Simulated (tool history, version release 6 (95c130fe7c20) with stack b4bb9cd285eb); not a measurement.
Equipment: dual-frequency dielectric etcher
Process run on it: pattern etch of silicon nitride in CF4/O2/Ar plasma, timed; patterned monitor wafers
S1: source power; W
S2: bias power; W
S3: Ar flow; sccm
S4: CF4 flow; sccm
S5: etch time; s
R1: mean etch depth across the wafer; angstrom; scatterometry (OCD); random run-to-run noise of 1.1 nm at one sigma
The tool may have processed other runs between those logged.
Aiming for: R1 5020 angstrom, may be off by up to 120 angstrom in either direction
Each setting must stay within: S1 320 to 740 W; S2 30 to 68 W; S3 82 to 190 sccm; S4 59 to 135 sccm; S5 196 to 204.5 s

Run 1, day 0: S1 530 W, S2 49 W, S3 136 sccm, S4 97 sccm, S5 196 s. Result: R1 3873.4 angstrom.
Run 2, day 0.312: S1 570 W, S2 49 W, S3 136 sccm, S4 97 sccm, S5 196 s. Result: R1 4137.7 angstrom.
Run 3, day 0.654: S1 570 W, S2 49 W, S3 120 sccm, S4 97 sccm, S5 196 s. Result: R1 4226.3 angstrom.
Run 4, day 0.829: S1 600 W, S2 49 W, S3 120 sccm, S4 97 sccm, S5 196 s. Result: R1 4452 angstrom.
Run 5, day 0.95: S1 600 W, S2 49 W, S3 120 sccm, S4 108 sccm, S5 196 s. Result: R1 4523.1 angstrom.
Run 6, day 1.079: S1 620 W, S2 49 W, S3 120 sccm, S4 108 sccm, S5 196 s. Result: R1 4669.6 angstrom.
Run 7, day 1.238: S1 630 W, S2 49 W, S3 120 sccm, S4 108 sccm, S5 196 s. Result: R1 4759.1 angstrom.
Run 8, day 1.5: S1 640 W, S2 49 W, S3 120 sccm, S4 108 sccm, S5 196 s. Result: R1 4836.3 angstrom.

Below are 4 possible settings for the next run. Only one of them brings all results inside the allowed miss of their targets. Which is it?
Run A, day 1.762: S1 570 W, S2 62 W, S3 143 sccm, S4 109 sccm, S5 196 s. Result: R1 ?.
Run B, day 1.762: S1 640 W, S2 47 W, S3 117 sccm, S4 108 sccm, S5 204.5 s. Result: R1 ?.
Run C, day 1.762: S1 620 W, S2 47 W, S3 130 sccm, S4 121 sccm, S5 199 s. Result: R1 ?.
Run D, day 1.762: S1 610 W, S2 51 W, S3 120 sccm, S4 104 sccm, S5 198 s. Result: R1 ?.

move      R1
   A  4682.9
   B  4974.3
   C  4704.2
   D    4712
A: its largest miss is bigger than the last run's
B: every result lands within tolerance
C: its largest miss is bigger than the last run's
D: its largest miss is bigger than the last run's
So the answer is move B, the one that meets all the targets.
